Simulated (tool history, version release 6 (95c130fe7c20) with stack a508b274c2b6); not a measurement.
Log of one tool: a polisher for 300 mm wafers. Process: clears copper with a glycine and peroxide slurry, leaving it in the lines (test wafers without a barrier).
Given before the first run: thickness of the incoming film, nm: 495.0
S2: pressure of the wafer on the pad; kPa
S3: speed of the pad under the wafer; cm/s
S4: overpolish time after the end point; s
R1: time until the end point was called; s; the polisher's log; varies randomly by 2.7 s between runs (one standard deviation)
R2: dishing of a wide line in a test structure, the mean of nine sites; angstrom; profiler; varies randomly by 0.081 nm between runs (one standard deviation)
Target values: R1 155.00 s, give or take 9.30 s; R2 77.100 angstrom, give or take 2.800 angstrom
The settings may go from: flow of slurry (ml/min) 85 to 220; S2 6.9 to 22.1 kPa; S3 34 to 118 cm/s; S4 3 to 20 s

{"run": 1, "hour": 0.0, "flow of slurry (ml/min)": 140, "S2": 14.5, "S3": 76, "S4": 10, "R1": 169.36, "R2": 228.31}
{"run": 2, "hour": 3.8, "flow of slurry (ml/min)": 140, "S2": 14.5, "S3": 76, "S4": 13, "R1": 173.99, "R2": 290.85}
{"run": 3, "hour": 5.1, "flow of slurry (ml/min)": 110, "S2": 14.5, "S3": 76, "S4": 13, "R1": 176.63, "R2": 275.33}
{"run": 4, "hour": 8.4, "flow of slurry (ml/min)": 110, "S2": 14.5, "S3": 66, "S4": 13, "R1": 195.6, "R2": 256.03}
{"run": 5, "hour": 16.0, "flow of slurry (ml/min)": 110, "S2": 16.5, "S3": 66, "S4": 13, "R1": 178.61, "R2": 273.59}
{"run": 6, "hour": 21.6, "flow of slurry (ml/min)": 100, "S2": 17.2, "S3": 56, "S4": 10, "R1": 196.3, "R2": 204.04}
{"run": 7, "hour": 23.1, "flow of slurry (ml/min)": 95, "S2": 13.8, "S3": 66, "S4": 8, "R1": 207.36, "R2": 150.96}
{"run": 8, "hour": 31.5, "flow of slurry (ml/min)": 90, "S2": 11.7, "S3": 78, "S4": 6, "R1": 217.85, "R2": 111.02}
{"run": 9, "hour": 34.6, "flow of slurry (ml/min)": 90, "S2": 10.3, "S3": 92, "S4": 5, "R1": 209.04, "R2": 94.874}
{"run": 10, "hour": 39.1, "flow of slurry (ml/min)": 90, "S2": 10.3, "S3": 92, "S4": 5, "R1": 206.24, "R2": 93.567}
{"run": 11, "hour": 46.6, "flow of slurry (ml/min)": 90, "S2": 10.3, "S3": 100, "S4": 4, "R1": 199.12, "R2": 79.32}

5 candidate next runs follow, results not yet known. Just one meets every target within its allowed miss. Identify it.
{"run": "A", "hour": 54.1, "flow of slurry (ml/min)": 90, "S2": 9.0, "S3": 80, "S4": 5, "R1": "?", "R2": "?"}
{"run": "B", "hour": 54.1, "flow of slurry (ml/min)": 95, "S2": 15.2, "S3": 104, "S4": 3, "R1": "?", "R2": "?"}
{"run": "C", "hour": 54.1, "flow of slurry (ml/min)": 105, "S2": 11.0, "S3": 60, "S4": 5, "R1": "?", "R2": "?"}
{"run": "D", "hour": 54.1, "flow of slurry (ml/min)": 85, "S2": 8.3, "S3": 86, "S4": 5, "R1": "?", "R2": "?"}
{"run": "E", "hour": 54.1, "flow of slurry (ml/min)": 95, "S2": 13.8, "S3": 102, "S4": 3, "R1": "?", "R2": "?"}

move=A R1=253.27 R2=80.206
move=B R1=145.74 R2=83.609
move=C R1=250.98 R2=81.119
move=D R1=259.25 R2=78.341
move=E R1=159.08 R2=76.729
A: misses by more than the last run did
B: corrects the largest miss of the last run, while another result sits out of spec
C: misses by more than the last run did
D: misses by more than the last run did
E: every result within its allowed miss
The move that meets every target is E.
